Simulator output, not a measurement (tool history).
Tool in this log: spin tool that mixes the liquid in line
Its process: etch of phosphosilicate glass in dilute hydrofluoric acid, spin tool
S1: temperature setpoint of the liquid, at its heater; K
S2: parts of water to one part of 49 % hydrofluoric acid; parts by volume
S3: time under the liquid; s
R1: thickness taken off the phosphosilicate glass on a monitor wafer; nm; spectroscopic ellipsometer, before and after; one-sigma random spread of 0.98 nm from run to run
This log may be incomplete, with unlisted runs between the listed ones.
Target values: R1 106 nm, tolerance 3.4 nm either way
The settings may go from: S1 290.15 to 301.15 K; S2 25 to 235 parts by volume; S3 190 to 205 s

Run 1, hour 0: S1 293.15 K, S2 130 parts by volume, S3 190 s. Result: R1 84.798 nm.
Run 2, hour 7.2: S1 293.15 K, S2 130 parts by volume, S3 190 s. Result: R1 84.456 nm.
Run 3, hour 13.7: S1 293.15 K, S2 130 parts by volume, S3 190 s. Result: R1 85.352 nm.
Run 4, hour 15.7: S1 293.15 K, S2 130 parts by volume, S3 205 s. Result: R1 91.992 nm.
Run 5, hour 23.1: S1 291.65 K, S2 130 parts by volume, S3 205 s. Result: R1 85.14 nm.
Run 6, hour 31.8: S1 294.65 K, S2 130 parts by volume, S3 205 s. Result: R1 96.96 nm.
Run 7, hour 35.8: S1 295.15 K, S2 130 parts by volume, S3 205 s. Result: R1 99.522 nm.
Run 8, hour 43.4: S1 295.65 K, S2 130 parts by volume, S3 205 s. Result: R1 100.12 nm.

Below are 4 possible settings for the next run. Only one of them brings all results inside the allowed miss of their targets. Which is it?
Run A, hour 51: S1 293.65 K, S2 125 parts by volume, S3 205 s. Result: R1 ?.
Run B, hour 51: S1 295.65 K, S2 125 parts by volume, S3 190 s. Result: R1 ?.
Run C, hour 51: S1 296.65 K, S2 130 parts by volume, S3 205 s. Result: R1 ?.
Run D, hour 51: S1 301.15 K, S2 150 parts by volume, S3 190 s. Result: R1 ?.

move      R1
   A  97.919
   B  98.283
   C  105.43
   D  98.012
A: the biggest miss grows against the last run
B: the biggest miss grows against the last run
C: meets every target
D: the biggest miss grows against the last run
Move C is the one to make.
